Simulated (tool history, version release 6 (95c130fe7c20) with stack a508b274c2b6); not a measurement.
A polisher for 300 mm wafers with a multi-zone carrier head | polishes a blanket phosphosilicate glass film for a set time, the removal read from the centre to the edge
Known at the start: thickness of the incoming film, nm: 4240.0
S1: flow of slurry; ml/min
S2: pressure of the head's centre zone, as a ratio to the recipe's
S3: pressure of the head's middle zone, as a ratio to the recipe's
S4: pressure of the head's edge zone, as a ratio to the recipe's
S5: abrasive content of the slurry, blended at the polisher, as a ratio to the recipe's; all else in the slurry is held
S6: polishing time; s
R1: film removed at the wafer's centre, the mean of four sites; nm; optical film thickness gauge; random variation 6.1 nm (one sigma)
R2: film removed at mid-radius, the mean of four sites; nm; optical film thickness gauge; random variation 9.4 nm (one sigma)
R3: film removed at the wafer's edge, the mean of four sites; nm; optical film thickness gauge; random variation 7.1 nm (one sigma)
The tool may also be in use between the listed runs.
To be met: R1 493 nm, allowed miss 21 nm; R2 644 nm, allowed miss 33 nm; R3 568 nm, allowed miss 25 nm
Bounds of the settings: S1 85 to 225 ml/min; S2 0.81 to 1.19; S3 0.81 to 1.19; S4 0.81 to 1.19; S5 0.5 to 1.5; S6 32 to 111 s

Run 1, hour 0: S1 145 ml/min, S2 1, S3 1, S4 1, S5 1, S6 71 s. Result: R1 670.11 nm, R2 703.1 nm, R3 693.79 nm.
Run 2, hour 0.7: S1 140 ml/min, S2 0.95, S3 1.02, S4 0.96, S5 0.9, S6 71 s. Result: R1 617.96 nm, R2 665.69 nm, R3 628.47 nm.
Run 3, hour 3.6: S1 140 ml/min, S2 0.95, S3 1.06, S4 0.96, S5 0.9, S6 71 s. Result: R1 618.93 nm, R2 690.72 nm, R3 652.73 nm.
Run 4, hour 7.4: S1 140 ml/min, S2 0.95, S3 1.06, S4 0.96, S5 0.7, S6 71 s. Result: R1 572.76 nm, R2 623.94 nm, R3 589.89 nm.
Run 5, hour 15.6: S1 140 ml/min, S2 0.95, S3 0.98, S4 0.96, S5 0.7, S6 71 s. Result: R1 564.95 nm, R2 591.93 nm, R3 585.52 nm.
Run 6, hour 24.4: S1 140 ml/min, S2 0.95, S3 0.92, S4 0.96, S5 0.7, S6 71 s. Result: R1 565.98 nm, R2 570.97 nm, R3 576.97 nm.
Run 7, hour 30: S1 135 ml/min, S2 0.9, S3 0.99, S4 0.95, S5 0.7, S6 71 s. Result: R1 530.77 nm, R2 600.92 nm, R3 584.87 nm.
Run 8, hour 33.1: S1 135 ml/min, S2 0.88, S3 1.02, S4 0.92, S5 0.7, S6 71 s. Result: R1 505.29 nm, R2 612.69 nm, R3 572.58 nm.
Run 9, hour 38.5: S1 135 ml/min, S2 0.87, S3 1.03, S4 0.91, S5 0.7, S6 71 s. Result: R1 510.25 nm, R2 614.22 nm, R3 574.1 nm.

Which of these 4 next moves meets every target?
Run A, hour 43.9: S1 115 ml/min, S2 0.89, S3 1.02, S4 0.94, S5 0.7, S6 69 s. Result: R1 ?, R2 ?, R3 ?.
Run B, hour 43.9: S1 170 ml/min, S2 0.82, S3 0.96, S4 1, S5 0.85, S6 64 s. Result: R1 ?, R2 ?, R3 ?.
Run C, hour 43.9: S1 160 ml/min, S2 0.86, S3 0.89, S4 0.93, S5 0.65, S6 75 s. Result: R1 ?, R2 ?, R3 ?.
Run D, hour 43.9: S1 115 ml/min, S2 0.82, S3 1.06, S4 0.81, S5 0.7, S6 77 s. Result: R1 ?, R2 ?, R3 ?.

move      R1      R2      R3
   A  491.74  567.78  539.39
   B  497.29  586.12  585.43
   C  548.81  579.79     602
   D  505.36  654.99  569.34
A: further off than the last run
B: further off than the last run
C: further off than the last run
D: meets every target
Move D is the one to make.
